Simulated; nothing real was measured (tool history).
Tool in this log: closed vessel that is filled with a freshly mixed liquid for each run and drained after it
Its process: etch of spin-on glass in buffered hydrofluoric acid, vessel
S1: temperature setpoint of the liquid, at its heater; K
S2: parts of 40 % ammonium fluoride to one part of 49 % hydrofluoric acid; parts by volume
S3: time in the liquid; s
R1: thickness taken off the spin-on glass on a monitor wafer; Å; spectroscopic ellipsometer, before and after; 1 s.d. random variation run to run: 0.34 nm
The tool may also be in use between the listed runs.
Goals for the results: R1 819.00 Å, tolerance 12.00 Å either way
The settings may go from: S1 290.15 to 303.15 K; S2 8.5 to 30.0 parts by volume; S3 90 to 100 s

run 1 hour=0.0 | S1=295.15 S2=23.5 S3=90 | R1=658.88
run 2 hour=4.3 | S1=296.15 S2=23.5 S3=90 | R1=698.92
run 3 hour=8.5 | S1=296.65 S2=23.5 S3=90 | R1=719.72
run 4 hour=12.4 | S1=296.65 S2=23.5 S3=100 | R1=798.38
run 5 hour=18.9 | S1=299.15 S2=23.5 S3=100 | R1=917.54
run 6 hour=27.4 | S1=298.65 S2=23.5 S3=100 | R1=895.85
run 7 hour=30.4 | S1=298.15 S2=23.5 S3=100 | R1=865.93
run 8 hour=38.1 | S1=297.65 S2=23.5 S3=100 | R1=841.74

Below are 4 possible settings for the next run. Only one of them brings all results inside the allowed miss of their targets. Which is it?
run A hour=45.8 | S1=299.65 S2=25.5 S3=95 | R1=?
run B hour=45.8 | S1=299.15 S2=24.0 S3=95 | R1=?
run C hour=45.8 | S1=298.65 S2=23.0 S3=95 | R1=?
run D hour=45.8 | S1=297.15 S2=22.0 S3=95 | R1=?

move=A R1=844.90
move=B R1=857.29
move=C R1=859.10
move=D R1=816.17
A: moves away from the targets compared with the last run
B: moves away from the targets compared with the last run
C: moves away from the targets compared with the last run
D: meets every target
D is the move that brings every result within its allowed miss.
